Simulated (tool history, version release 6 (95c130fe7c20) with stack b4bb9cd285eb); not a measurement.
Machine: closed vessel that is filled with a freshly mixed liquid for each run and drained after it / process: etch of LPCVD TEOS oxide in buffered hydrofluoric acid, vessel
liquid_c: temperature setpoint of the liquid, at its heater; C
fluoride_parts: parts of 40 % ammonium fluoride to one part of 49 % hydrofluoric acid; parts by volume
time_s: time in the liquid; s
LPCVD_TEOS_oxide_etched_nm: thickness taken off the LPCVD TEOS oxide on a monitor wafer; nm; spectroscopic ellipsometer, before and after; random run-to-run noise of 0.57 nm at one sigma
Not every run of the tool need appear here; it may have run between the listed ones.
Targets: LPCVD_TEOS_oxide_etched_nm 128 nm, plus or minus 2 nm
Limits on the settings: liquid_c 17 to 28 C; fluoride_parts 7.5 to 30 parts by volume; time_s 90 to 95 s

run,day,liquid_c,fluoride_parts,time_s,LPCVD_TEOS_oxide_etched_nm
1,0,20,22,90,58.237
2,0.254,22.5,19,90,74.96
3,0.312,22.5,19,90,74.422
4,0.688,24,17,90,90.773
5,0.929,24,17,90,90.861
6,0.967,24,20,90,76.891
7,1.088,25,18,90,90.154
8,1.258,25,18,90,90.424
9,1.408,26,16.5,90,105.17
10,1.592,26.5,16,90,109.86
11,1.675,27,15.5,90,116.72
12,1.804,27.5,15.5,90,120.2

Which one of the following 5 next-run settings gets every result inside its allowed miss? There is exactly one.
A,1.933,20.5,10,95,?
B,1.933,26.5,16,90,?
C,1.933,23,12,95,?
D,1.933,26.5,15,90,?
E,1.933,28,17,90,?

move,LPCVD_TEOS_oxide_etched_nm
A,133.83
B,111.19
C,128.66
D,118.46
E,113.52
A: takes the biggest miss from the last run beyond its target
B: misses by more than the last run did
C: all results land within tolerance of their targets
D: misses by more than the last run did
E: misses by more than the last run did
So the answer is move C, the one that meets all the targets.
